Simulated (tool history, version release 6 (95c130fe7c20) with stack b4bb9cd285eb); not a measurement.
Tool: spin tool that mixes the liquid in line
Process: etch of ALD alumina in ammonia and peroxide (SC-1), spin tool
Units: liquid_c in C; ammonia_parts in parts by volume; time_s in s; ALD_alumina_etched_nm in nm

run 1 hour=0.0 | liquid_c=62.0 ammonia_parts=0.75 time_s=110 | ALD_alumina_etched_nm=11.4270
run 2 hour=5.5 | liquid_c=58.5 ammonia_parts=0.75 time_s=110 | ALD_alumina_etched_nm=9.5761
run 3 hour=12.4 | liquid_c=56.0 ammonia_parts=0.75 time_s=110 | ALD_alumina_etched_nm=8.4193
run 4 hour=17.1 | liquid_c=56.0 ammonia_parts=0.95 time_s=110 | ALD_alumina_etched_nm=8.5969
run 5 hour=18.5 | liquid_c=54.5 ammonia_parts=0.95 time_s=110 | ALD_alumina_etched_nm=7.9386
run 6 hour=26.0 | liquid_c=54.5 ammonia_parts=1.05 time_s=110 | ALD_alumina_etched_nm=7.9751

Forecast run 7:
run 7 hour=26.7 | liquid_c=53.5 ammonia_parts=1.05 time_s=110 | ALD_alumina_etched_nm=?

{"run 7": {"ALD_alumina_etched_nm": 7.502}}
